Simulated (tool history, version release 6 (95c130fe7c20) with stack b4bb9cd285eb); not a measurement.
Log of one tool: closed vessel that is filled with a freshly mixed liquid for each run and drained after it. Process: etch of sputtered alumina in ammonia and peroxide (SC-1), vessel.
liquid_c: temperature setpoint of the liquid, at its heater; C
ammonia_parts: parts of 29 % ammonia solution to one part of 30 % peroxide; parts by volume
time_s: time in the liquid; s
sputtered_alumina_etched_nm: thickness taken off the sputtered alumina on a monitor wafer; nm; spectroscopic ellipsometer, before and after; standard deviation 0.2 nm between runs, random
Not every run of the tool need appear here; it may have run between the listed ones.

run  hour  liquid_c  ammonia_parts  time_s  sputtered_alumina_etched_nm
  1   0.0      51.0            1.0     780                       46.615
  2   2.0      49.0            1.0     780                       42.318
  3   9.3      47.5            1.0     780                       37.683
  4  13.1      46.5            1.0     780                       36.326
  5  15.3      45.5            1.0     780                       33.845
     19.0  -- thermometer replaced
  6  19.0      45.5            1.0     780                       30.712

Run 7 is up next; what results do you expect?
  7  24.2      45.0            1.0     780                            ?

Run 7 yielded sputtered_alumina_etched_nm 30.058 nm.
